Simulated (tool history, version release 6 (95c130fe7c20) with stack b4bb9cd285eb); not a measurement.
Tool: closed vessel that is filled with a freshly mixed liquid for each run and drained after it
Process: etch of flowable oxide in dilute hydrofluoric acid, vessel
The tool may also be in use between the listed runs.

run  hour  temperature setpoint of the liquid (K)  parts of water to one part of 49 % hydrofluoric acid (parts by volume)  time in the liquid (s)  thickness taken off the flowable oxide on a monitor wafer (nm)
  1     0                                  294.15                                                                     130                      35                                                          10.764
  2   2.7                                  296.15                                                                     125                      35                                                          12.339
  3    12                                  297.15                                                                     125                      35                                                          12.718
  4  12.9                                  297.15                                                                     125                      30                                                          10.936
  5  21.6                                  298.15                                                                     115                      30                                                          12.501
  6  25.2                                  299.15                                                                     110                      30                                                          13.603
  7  26.8                                  299.65                                                                     105                      30                                                            14.6

Forecast run 8:
  8  30.7                                  300.15                                                                     105                      30                                                               ?

Run 8 gave thickness taken off the flowable oxide on a monitor wafer (nm) 14.935.

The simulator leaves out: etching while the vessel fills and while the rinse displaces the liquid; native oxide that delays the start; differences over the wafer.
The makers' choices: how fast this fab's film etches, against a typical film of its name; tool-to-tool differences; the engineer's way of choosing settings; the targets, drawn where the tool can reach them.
